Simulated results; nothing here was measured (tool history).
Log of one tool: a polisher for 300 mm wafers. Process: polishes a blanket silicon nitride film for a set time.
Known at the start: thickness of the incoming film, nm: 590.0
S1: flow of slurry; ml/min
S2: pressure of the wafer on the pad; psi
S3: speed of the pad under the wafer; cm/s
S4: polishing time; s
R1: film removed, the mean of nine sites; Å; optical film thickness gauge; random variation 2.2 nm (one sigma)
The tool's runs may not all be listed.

Run 1, hour 0: S1 200 ml/min, S2 2.5 psi, S3 126 cm/s, S4 84 s. Result: R1 1272.9 Å.
Run 2, hour 5.9: S1 245 ml/min, S2 2.5 psi, S3 126 cm/s, S4 84 s. Result: R1 1286.7 Å.
Run 3, hour 14.6: S1 245 ml/min, S2 2.5 psi, S3 126 cm/s, S4 87 s. Result: R1 1350.9 Å.
Run 4, hour 18.3: S1 245 ml/min, S2 2.1 psi, S3 126 cm/s, S4 87 s. Result: R1 1151.1 Å.
Run 5, hour 24.9: S1 225 ml/min, S2 2.1 psi, S3 126 cm/s, S4 87 s. Result: R1 1122.3 Å.
Run 6, hour 27.2: S1 250 ml/min, S2 2.1 psi, S3 126 cm/s, S4 87 s. Result: R1 1151.2 Å.
Run 7, hour 33.9: S1 250 ml/min, S2 2.5 psi, S3 128 cm/s, S4 87 s. Result: R1 1384.7 Å.
Run 8, hour 35.5: S1 255 ml/min, S2 3.2 psi, S3 130 cm/s, S4 87 s. Result: R1 1772.8 Å.
Run 9, hour 37.7: S1 255 ml/min, S2 3.3 psi, S3 130 cm/s, S4 87 s. Result: R1 1804.1 Å.

Run 10 comes next. What will it give?
Run 10, hour 41.6: S1 255 ml/min, S2 3.4 psi, S3 130 cm/s, S4 87 s. Result: R1 ?.

{"run 10": {"R1": 1849.6}}
